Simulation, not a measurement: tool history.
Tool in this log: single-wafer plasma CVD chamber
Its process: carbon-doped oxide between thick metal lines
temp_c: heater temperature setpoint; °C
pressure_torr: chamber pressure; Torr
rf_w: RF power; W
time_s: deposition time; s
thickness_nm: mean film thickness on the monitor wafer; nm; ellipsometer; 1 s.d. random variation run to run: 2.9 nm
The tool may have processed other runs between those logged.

run,hour,temp_c,pressure_torr,rf_w,time_s,thickness_nm
1,0.0,365,6.64,645,102,579.69
2,4.8,365,5.59,645,102,572.42
3,9.8,366,5.53,625,102,554.43
4,18.5,367,5.39,615,102,546.80
5,26.2,367,5.39,615,102,546.87
6,32.0,357,5.39,615,102,563.19

What will run 7 give?
7,37.2,358,5.23,605,102,?

{"run 7": {"thickness_nm": 547.32}}

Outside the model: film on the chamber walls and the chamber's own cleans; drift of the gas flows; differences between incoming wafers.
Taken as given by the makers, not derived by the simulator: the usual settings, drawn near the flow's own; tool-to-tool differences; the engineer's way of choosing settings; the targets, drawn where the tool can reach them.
